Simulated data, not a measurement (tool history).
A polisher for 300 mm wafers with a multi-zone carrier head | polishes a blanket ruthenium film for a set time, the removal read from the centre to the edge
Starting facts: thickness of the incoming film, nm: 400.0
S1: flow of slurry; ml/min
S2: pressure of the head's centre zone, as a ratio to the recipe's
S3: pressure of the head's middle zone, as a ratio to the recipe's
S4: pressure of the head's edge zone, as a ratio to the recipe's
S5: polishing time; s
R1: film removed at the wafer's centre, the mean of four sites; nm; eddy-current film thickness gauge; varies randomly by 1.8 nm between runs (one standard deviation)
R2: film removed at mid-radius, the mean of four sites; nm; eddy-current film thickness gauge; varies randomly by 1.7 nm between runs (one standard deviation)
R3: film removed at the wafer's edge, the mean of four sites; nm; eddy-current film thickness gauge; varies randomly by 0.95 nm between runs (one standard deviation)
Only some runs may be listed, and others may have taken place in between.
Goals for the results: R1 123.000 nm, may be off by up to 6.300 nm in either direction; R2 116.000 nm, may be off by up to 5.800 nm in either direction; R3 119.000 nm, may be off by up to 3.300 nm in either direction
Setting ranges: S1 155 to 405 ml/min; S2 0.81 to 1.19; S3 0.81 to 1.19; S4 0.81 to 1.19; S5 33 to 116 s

run 1 hour=0.0 | S1=260 S2=1.00 S3=1.00 S4=1.00 S5=74 | R1=98.829 R2=103.150 R3=102.560
run 2 hour=6.9 | S1=260 S2=1.00 S3=1.00 S4=1.00 S5=55 | R1=73.869 R2=75.622 R3=73.690
run 3 hour=14.0 | S1=270 S2=1.04 S3=1.01 S4=1.04 S5=63 | R1=89.225 R2=85.659 R3=87.798
run 4 hour=18.3 | S1=270 S2=1.08 S3=1.01 S4=1.04 S5=63 | R1=92.765 R2=85.931 R3=87.951
run 5 hour=21.2 | S1=270 S2=1.08 S3=0.93 S4=1.04 S5=63 | R1=91.727 R2=80.973 R3=87.690
run 6 hour=28.7 | S1=275 S2=1.09 S3=0.98 S4=1.06 S5=68 | R1=100.460 R2=92.721 R3=95.955
run 7 hour=31.4 | S1=280 S2=1.10 S3=0.99 S4=1.09 S5=71 | R1=103.460 R2=100.770 R3=101.070
run 8 hour=34.2 | S1=280 S2=1.12 S3=0.98 S4=1.10 S5=74 | R1=109.480 R2=100.520 R3=107.030
run 9 hour=37.8 | S1=290 S2=1.13 S3=1.00 S4=1.11 S5=76 | R1=116.220 R2=108.710 R3=110.060

Which one of the following 4 next-run settings gets every result inside its allowed miss? There is exactly one.
run A hour=41.4 | S1=240 S2=1.11 S3=0.86 S4=1.19 S5=83 | R1=? R2=? R3=?
run B hour=41.4 | S1=325 S2=1.09 S3=1.01 S4=1.12 S5=81 | R1=? R2=? R3=?
run C hour=41.4 | S1=385 S2=1.04 S3=1.19 S4=1.05 S5=70 | R1=? R2=? R3=?
run D hour=41.4 | S1=340 S2=1.19 S3=0.99 S4=1.09 S5=69 | R1=? R2=? R3=?

move=A R1=123.320 R2=97.124 R3=122.490
move=B R1=123.970 R2=113.100 R3=119.320
move=C R1=104.370 R2=114.550 R3=100.950
move=D R1=116.000 R2=95.170 R3=100.670
A: takes the result that was furthest off past its target
B: hits every target within its allowed miss
C: misses by more than the last run did
D: misses by more than the last run did
B is the move that brings every result within its allowed miss.

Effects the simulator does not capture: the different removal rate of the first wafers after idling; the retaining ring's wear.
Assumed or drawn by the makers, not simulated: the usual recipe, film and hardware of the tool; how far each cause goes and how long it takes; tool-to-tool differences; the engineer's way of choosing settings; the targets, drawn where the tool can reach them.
